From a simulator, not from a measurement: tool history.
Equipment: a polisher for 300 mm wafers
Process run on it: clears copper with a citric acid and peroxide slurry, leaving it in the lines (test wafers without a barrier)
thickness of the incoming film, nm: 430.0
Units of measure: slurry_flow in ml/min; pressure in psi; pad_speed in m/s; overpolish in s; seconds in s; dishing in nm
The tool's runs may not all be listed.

Run 1, hour 0: slurry_flow 285 ml/min, pressure 3.2 psi, pad_speed 1.12 m/s, slurry_solids 1, overpolish 23 s. Result: seconds 149.26 s, dishing 38.497 nm.
Run 2, hour 2.5: slurry_flow 320 ml/min, pressure 3.2 psi, pad_speed 1.12 m/s, slurry_solids 1, overpolish 23 s. Result: seconds 146.22 s, dishing 38.709 nm.
Run 3, hour 4.3: slurry_flow 315 ml/min, pressure 2.6 psi, pad_speed 1.1 m/s, slurry_solids 1, overpolish 22 s. Result: seconds 184.21 s, dishing 32.479 nm.
Run 4, hour 9.5: slurry_flow 315 ml/min, pressure 2.6 psi, pad_speed 1.1 m/s, slurry_solids 1.1, overpolish 22 s. Result: seconds 182.88 s, dishing 32.402 nm.
Run 5, hour 17.6: slurry_flow 275 ml/min, pressure 2.6 psi, pad_speed 1.1 m/s, slurry_solids 1.1, overpolish 22 s. Result: seconds 179.68 s, dishing 31.655 nm.
Run 6, hour 22.6: slurry_flow 275 ml/min, pressure 2.2 psi, pad_speed 1.08 m/s, slurry_solids 1.1, overpolish 21 s. Result: seconds 215.56 s, dishing 27.042 nm.
Run 7, hour 24.6: slurry_flow 275 ml/min, pressure 1.5 psi, pad_speed 1.08 m/s, slurry_solids 1.1, overpolish 20 s. Result: seconds 316.87 s, dishing 18.212 nm.

Run 8 has not been measured yet. What should we expect?
Run 8, hour 26.8: slurry_flow 275 ml/min, pressure 1.6 psi, pad_speed 1.08 m/s, slurry_solids 1.1, overpolish 21 s. Result: seconds ?, dishing ?.

seconds: 295.49 s
dishing: 20.636 nm
